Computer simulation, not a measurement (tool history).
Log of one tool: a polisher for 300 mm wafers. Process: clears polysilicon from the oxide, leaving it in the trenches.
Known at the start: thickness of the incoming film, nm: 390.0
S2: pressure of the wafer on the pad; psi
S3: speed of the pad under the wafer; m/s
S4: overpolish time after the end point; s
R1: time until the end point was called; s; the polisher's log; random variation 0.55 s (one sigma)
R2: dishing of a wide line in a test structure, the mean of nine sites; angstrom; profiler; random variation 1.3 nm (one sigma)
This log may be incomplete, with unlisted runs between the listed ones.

Run 1, day 0.000: flow of slurry (ml/min) 255, S2 3.0 psi, S3 1.16 m/s, S4 9 s. Result: R1 27.368 s, R2 588.19 angstrom.
Run 2, day 0.279: flow of slurry (ml/min) 255, S2 2.9 psi, S3 1.16 m/s, S4 9 s. Result: R1 28.377 s, R2 615.72 angstrom.
Run 3, day 0.500: flow of slurry (ml/min) 320, S2 2.9 psi, S3 1.16 m/s, S4 9 s. Result: R1 28.171 s, R2 622.04 angstrom.
Run 4, day 0.862: flow of slurry (ml/min) 320, S2 2.8 psi, S3 1.16 m/s, S4 9 s. Result: R1 27.477 s, R2 590.83 angstrom.
Run 5, day 1.079: flow of slurry (ml/min) 320, S2 2.8 psi, S3 1.38 m/s, S4 9 s. Result: R1 24.499 s, R2 634.88 angstrom.
Run 6, day 1.192: flow of slurry (ml/min) 320, S2 2.6 psi, S3 1.36 m/s, S4 9 s. Result: R1 25.136 s, R2 616.64 angstrom.
Run 7, day 1.300: flow of slurry (ml/min) 320, S2 2.4 psi, S3 1.32 m/s, S4 9 s. Result: R1 28.361 s, R2 575.29 angstrom.

Run 8 comes next. What will it give?
At day 1.575: worn pad replaced by a new one.
Run 8, day 1.575: flow of slurry (ml/min) 320, S2 2.3 psi, S3 1.30 m/s, S4 9 s. Result: R1 ?, R2 ?.

{"run 8": {"R1": 26.258, "R2": 619.32}}

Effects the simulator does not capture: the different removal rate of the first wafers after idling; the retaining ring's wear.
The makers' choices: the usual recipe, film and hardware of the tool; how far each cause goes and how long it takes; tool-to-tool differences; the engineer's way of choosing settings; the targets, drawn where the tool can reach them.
